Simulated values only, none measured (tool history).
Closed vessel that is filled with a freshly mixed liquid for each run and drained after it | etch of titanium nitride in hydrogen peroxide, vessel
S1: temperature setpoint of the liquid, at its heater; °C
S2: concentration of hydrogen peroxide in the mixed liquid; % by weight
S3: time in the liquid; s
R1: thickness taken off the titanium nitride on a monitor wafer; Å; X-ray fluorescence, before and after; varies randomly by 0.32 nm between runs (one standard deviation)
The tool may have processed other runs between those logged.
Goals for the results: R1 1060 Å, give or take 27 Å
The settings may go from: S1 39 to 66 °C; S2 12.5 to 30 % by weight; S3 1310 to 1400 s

run 1 hour=0 | S1=55 S2=24.5 S3=1310 | R1=537.93
run 2 hour=7.8 | S1=55 S2=24.5 S3=1310 | R1=537.25
run 3 hour=9.7 | S1=57.5 S2=24.5 S3=1310 | R1=640.47
run 4 hour=16 | S1=59.5 S2=24.5 S3=1310 | R1=737.65
run 5 hour=24.6 | S1=59.5 S2=24.5 S3=1400 | R1=783.54
run 6 hour=26.1 | S1=59.5 S2=22.5 S3=1400 | R1=769.68
run 7 hour=35.5 | S1=60.5 S2=22.5 S3=1400 | R1=825.53
run 8 hour=44.2 | S1=61.5 S2=22.5 S3=1400 | R1=883.76

Consider the 5 candidate settings below. Which is the only one whose results all fall within their allowed miss of target?
run A hour=52.9 | S1=63.5 S2=27.5 S3=1400 | R1=?
run B hour=52.9 | S1=66 S2=20 S3=1355 | R1=?
run C hour=52.9 | S1=65 S2=24.5 S3=1370 | R1=?
run D hour=52.9 | S1=65 S2=30 S3=1345 | R1=?
run E hour=52.9 | S1=64.5 S2=25 S3=1400 | R1=?

move=A R1=1057.5
move=B R1=1126.7
move=C R1=1114.4
move=D R1=1143.9
move=E R1=1106.7
A: each result inside its tolerance
B: the result that was furthest off in the last run now lies on the other side of its target
C: the result that was furthest off in the last run now lies on the other side of its target
D: the result that was furthest off in the last run now lies on the other side of its target
E: the result that was furthest off in the last run now lies on the other side of its target
Move A is the one to make.
